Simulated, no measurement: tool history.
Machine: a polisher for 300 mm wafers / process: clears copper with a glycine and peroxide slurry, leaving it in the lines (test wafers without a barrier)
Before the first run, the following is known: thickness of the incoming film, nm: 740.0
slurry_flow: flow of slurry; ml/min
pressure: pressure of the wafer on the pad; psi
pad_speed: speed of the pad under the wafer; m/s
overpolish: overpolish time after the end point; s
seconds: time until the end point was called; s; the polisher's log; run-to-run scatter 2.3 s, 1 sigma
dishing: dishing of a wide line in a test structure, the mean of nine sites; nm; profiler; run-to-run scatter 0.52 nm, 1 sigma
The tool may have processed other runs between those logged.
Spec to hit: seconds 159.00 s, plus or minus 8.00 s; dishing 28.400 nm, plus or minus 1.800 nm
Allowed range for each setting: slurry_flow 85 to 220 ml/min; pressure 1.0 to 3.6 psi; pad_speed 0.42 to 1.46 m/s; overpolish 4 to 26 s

run	day	slurry_flow	pressure	pad_speed	overpolish	seconds	dishing
1	0.000	140	2.3	0.94	13	222.22	31.145
2	0.338	140	2.3	0.80	13	247.14	28.413
3	0.525	155	2.3	0.80	13	257.15	29.769
4	0.600	155	1.9	0.80	13	287.00	26.776
5	0.888	155	1.5	0.80	13	324.84	23.445
6	1.167	190	1.5	0.80	13	316.39	23.383
7	1.454	195	2.1	0.92	7	235.11	17.726
8	1.779	195	2.3	0.92	7	227.12	19.154
9	1.862	200	2.9	1.00	6	178.84	20.815
10	2.062	200	3.0	1.00	7	170.57	23.549
11	2.296	200	3.1	1.00	7	164.88	25.025

Pick the move, out of 4, that brings all results within their allowed miss; only one does.
A	2.529	175	2.9	0.96	11	?	?
B	2.529	150	3.4	0.92	11	?	?
C	2.529	220	3.3	0.86	11	?	?
D	2.529	180	3.2	1.04	8	?	?

move	seconds	dishing
A	180.42	33.245
B	168.48	35.373
C	171.81	34.833
D	157.36	28.698
A: the result that was furthest off in the last run now lies on the other side of its target
B: the result that was furthest off in the last run now lies on the other side of its target
C: the result that was furthest off in the last run now lies on the other side of its target
D: every result lands within tolerance
D is the move that brings every result within its allowed miss.

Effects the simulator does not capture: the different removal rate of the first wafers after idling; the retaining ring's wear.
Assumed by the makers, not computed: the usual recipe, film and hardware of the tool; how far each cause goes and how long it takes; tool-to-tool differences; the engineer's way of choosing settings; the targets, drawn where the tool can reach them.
